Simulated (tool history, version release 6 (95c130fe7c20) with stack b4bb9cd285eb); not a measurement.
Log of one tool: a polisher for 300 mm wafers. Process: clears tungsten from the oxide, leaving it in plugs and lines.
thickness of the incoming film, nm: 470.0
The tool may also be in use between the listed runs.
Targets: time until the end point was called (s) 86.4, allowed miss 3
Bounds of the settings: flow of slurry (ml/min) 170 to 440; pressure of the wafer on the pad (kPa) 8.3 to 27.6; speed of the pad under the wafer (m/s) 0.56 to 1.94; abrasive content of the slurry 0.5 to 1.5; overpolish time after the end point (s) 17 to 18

| run | hour | flow of slurry (ml/min) | pressure of the wafer on the pad (kPa) | speed of the pad under the wafer (m/s) | abrasive content of the slurry | overpolish time after the end point (s) | time until the end point was called (s) |
|---|---|---|---|---|---|---|---|
| 1 | 0 | 280 | 17.9 | 1.24 | 1 | 17 | 143.12 |
| 2 | 4.9 | 280 | 17.9 | 1.24 | 0.9 | 17 | 148.37 |
| 3 | 8.1 | 280 | 17.9 | 1.24 | 0.8 | 17 | 153.26 |
| 4 | 10.5 | 280 | 20.7 | 1.26 | 0.8 | 17 | 130.49 |
| 5 | 15.6 | 320 | 20.7 | 1.26 | 0.8 | 17 | 129.37 |
|  | 21.7 | worn pad replaced by a new one |
| 6 | 21.7 | 320 | 20.7 | 1.26 | 0.8 | 18 | 118.6 |
| 7 | 27.5 | 345 | 22.1 | 1.26 | 0.8 | 18 | 109.41 |
| 8 | 28.4 | 365 | 22.8 | 1.26 | 0.8 | 18 | 104.68 |
| 9 | 33.9 | 375 | 23.4 | 1.26 | 0.8 | 18 | 101.63 |
| 10 | 42 | 380 | 24.1 | 1.26 | 0.8 | 18 | 97.963 |

Which of these 4 next moves meets every target?
| A | 50.1 | 335 | 27.6 | 1.22 | 0.7 | 18 | ? |
| B | 50.1 | 385 | 25.5 | 1.3 | 0.7 | 18 | ? |
| C | 50.1 | 330 | 24.1 | 1.34 | 0.85 | 17 | ? |
| D | 50.1 | 375 | 24.8 | 1.44 | 0.75 | 18 | ? |

| move | time until the end point was called (s) |
|---|---|
| A | 93.193 |
| B | 93.719 |
| C | 92.812 |
| D | 86.104 |
A: nearer than the last run, and not there yet
B: nearer than the last run, and not there yet
C: nearer than the last run, and not there yet
D: meets every target
Move D is the one to make.

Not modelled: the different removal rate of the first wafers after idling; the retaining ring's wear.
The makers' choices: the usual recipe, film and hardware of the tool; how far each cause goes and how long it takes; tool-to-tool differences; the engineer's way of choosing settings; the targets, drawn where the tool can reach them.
